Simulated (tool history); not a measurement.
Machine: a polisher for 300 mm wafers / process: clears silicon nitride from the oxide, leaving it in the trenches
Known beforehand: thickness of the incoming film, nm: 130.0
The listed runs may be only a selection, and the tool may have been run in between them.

run,hour,flow of slurry (ml/min),pressure of the wafer on the pad (kPa),speed of the pad under the wafer (cm/s),overpolish time after the end point (s),time until the end point was called (s)
1,0,160,21.4,130,36,131.06
2,5,160,15.9,130,36,162.64
3,7.1,160,19.3,134,36,136.23
4,8.5,160,19.3,134,36,131.93
5,12.4,160,19.3,166,36,112.26
6,15.1,160,20.7,168,36,108.27
7,20.3,160,22.1,170,36,99.073

What does the tool deliver on the next run?
8,22.8,160,22.8,170,36,?

Logged for run 8: time until the end point was called (s) 98.405.
